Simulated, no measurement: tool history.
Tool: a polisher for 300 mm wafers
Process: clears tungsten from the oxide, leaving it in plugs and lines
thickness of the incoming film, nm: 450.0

run,day,flow of slurry (ml/min),pressure of the wafer on the pad (psi),speed of the pad under the wafer (m/s),abrasive content of the slurry,overpolish time after the end point (s),time until the end point was called (s)
1,0,305,4.4,1.42,1,13,68.606
2,0.125,305,4.4,1.78,1,13,54.682
3,0.158,305,4.4,1.98,1,13,50.449
4,0.292,305,4.4,1.98,0.85,13,50.828
5,0.571,305,4.1,1.98,0.85,13,54.337
# day 0.925: slurry blender recalibrated
6,0.925,305,4.1,1.98,0.85,13,51.914
7,1.183,305,3.8,1.92,0.85,13,56.677
8,1.396,305,3.6,1.88,0.85,13,61.714
9,1.771,305,3.6,1.88,0.85,13,62.236
10,2.112,305,3.4,1.88,0.85,13,64.042
11,2.488,305,3.4,1.88,0.85,13,67.003
12,2.821,305,3.3,1.88,0.85,13,67.194

The next listed run, before its measurement:
13,3.142,305,2.1,1.84,0.85,13,?

{"run 13": {"time until the end point was called (s)": 105.92}}

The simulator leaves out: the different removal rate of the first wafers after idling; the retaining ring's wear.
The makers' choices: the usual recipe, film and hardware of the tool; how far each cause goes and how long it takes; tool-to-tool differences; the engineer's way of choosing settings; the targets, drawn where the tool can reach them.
